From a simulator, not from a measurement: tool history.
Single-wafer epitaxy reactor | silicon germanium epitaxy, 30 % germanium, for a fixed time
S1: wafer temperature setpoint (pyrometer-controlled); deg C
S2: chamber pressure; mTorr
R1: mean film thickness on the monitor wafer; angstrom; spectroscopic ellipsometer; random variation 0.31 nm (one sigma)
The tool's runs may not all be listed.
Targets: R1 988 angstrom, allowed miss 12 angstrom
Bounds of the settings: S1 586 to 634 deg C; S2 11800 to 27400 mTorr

run 1 day=0 | S1=610 S2=19600 | R1=679.04
run 2 day=0.371 | S1=613 S2=19600 | R1=721.52
run 3 day=0.608 | S1=616 S2=19600 | R1=768.5
run 4 day=0.896 | S1=618 S2=19600 | R1=796.7
run 5 day=1.046 | S1=613 S2=19600 | R1=722.1
run 6 day=1.329 | S1=615 S2=19600 | R1=755.08
run 7 day=1.429 | S1=617 S2=19600 | R1=787.56
run 8 day=1.7 | S1=619 S2=19600 | R1=817.6
run 9 day=1.983 | S1=620 S2=19600 | R1=832.53
run 10 day=2.267 | S1=620 S2=19600 | R1=834.2
run 11 day=2.342 | S1=621 S2=19600 | R1=845.27
run 12 day=2.383 | S1=632 S2=19700 | R1=1053

4 next moves are on the table. One of them brings every result within its allowed miss. Which?
run A day=2.425 | S1=630 S2=19400 | R1=?
run B day=2.425 | S1=632 S2=23200 | R1=?
run C day=2.425 | S1=626 S2=21700 | R1=?
run D day=2.425 | S1=633 S2=18300 | R1=?

move=A R1=1007.9
move=B R1=1147.4
move=C R1=987.74
move=D R1=1035.5
A: nearer than the last run, and not there yet
B: further off than the last run
C: meets every target
D: nearer than the last run, and not there yet
Move C is the one to make.

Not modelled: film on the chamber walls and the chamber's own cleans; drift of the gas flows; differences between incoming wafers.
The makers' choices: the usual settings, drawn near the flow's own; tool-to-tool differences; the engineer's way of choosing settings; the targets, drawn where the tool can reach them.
